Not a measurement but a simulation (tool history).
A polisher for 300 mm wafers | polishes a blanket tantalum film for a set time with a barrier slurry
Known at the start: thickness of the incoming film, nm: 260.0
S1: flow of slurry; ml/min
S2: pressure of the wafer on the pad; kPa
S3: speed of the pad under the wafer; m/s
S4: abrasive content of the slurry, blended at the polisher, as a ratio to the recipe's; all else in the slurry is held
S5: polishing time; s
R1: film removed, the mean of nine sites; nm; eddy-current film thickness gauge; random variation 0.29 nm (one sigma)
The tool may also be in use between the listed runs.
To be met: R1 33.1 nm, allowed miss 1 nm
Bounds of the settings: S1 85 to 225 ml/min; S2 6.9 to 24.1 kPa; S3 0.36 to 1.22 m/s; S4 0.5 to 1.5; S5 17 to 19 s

| run | hour | S1 | S2 | S3 | S4 | S5 | R1 |
|---|---|---|---|---|---|---|---|
| 1 | 0 | 145 | 15.2 | 0.78 | 1 | 19 | 25.843 |
| 2 | 1 | 120 | 15.2 | 0.78 | 1 | 19 | 24.68 |
| 3 | 9.8 | 90 | 15.2 | 0.78 | 1 | 19 | 23.179 |
| 4 | 14.1 | 105 | 15.9 | 0.78 | 1 | 19 | 25.103 |
| 5 | 21.9 | 130 | 15.9 | 0.78 | 1 | 19 | 26.227 |
| 6 | 25.2 | 130 | 15.9 | 0.78 | 1 | 19 | 26.243 |
| 7 | 34.1 | 140 | 15.9 | 0.78 | 1 | 19 | 26.057 |
| 8 | 42.2 | 140 | 15.9 | 0.78 | 1 | 19 | 26.082 |
| 9 | 43.9 | 145 | 16.5 | 0.78 | 1 | 19 | 27.537 |
| 10 | 45.9 | 150 | 17.2 | 0.78 | 1 | 19 | 28.017 |
| 11 | 52.6 | 155 | 17.9 | 0.78 | 1 | 19 | 29.464 |
| 12 | 59.3 | 160 | 17.9 | 0.78 | 1 | 19 | 30.114 |
| 13 | 62 | 195 | 18.6 | 0.78 | 1 | 19 | 31.676 |

Which of these 5 next moves meets every target?
| A | 64.7 | 190 | 18.6 | 0.82 | 1.05 | 17 | ? |
| B | 64.7 | 150 | 20.7 | 0.88 | 1 | 17 | ? |
| C | 64.7 | 165 | 17.9 | 0.84 | 1.1 | 18 | ? |
| D | 64.7 | 185 | 19.3 | 0.74 | 1.05 | 19 | ? |
| E | 64.7 | 225 | 21.4 | 0.76 | 0.7 | 19 | ? |

| move | R1 |
|---|---|
| A | 29.801 |
| B | 33.275 |
| C | 31.085 |
| D | 30.973 |
| E | 31.293 |
A: further off than the last run
B: meets every target
C: further off than the last run
D: further off than the last run
E: further off than the last run
Move B is the one to make.
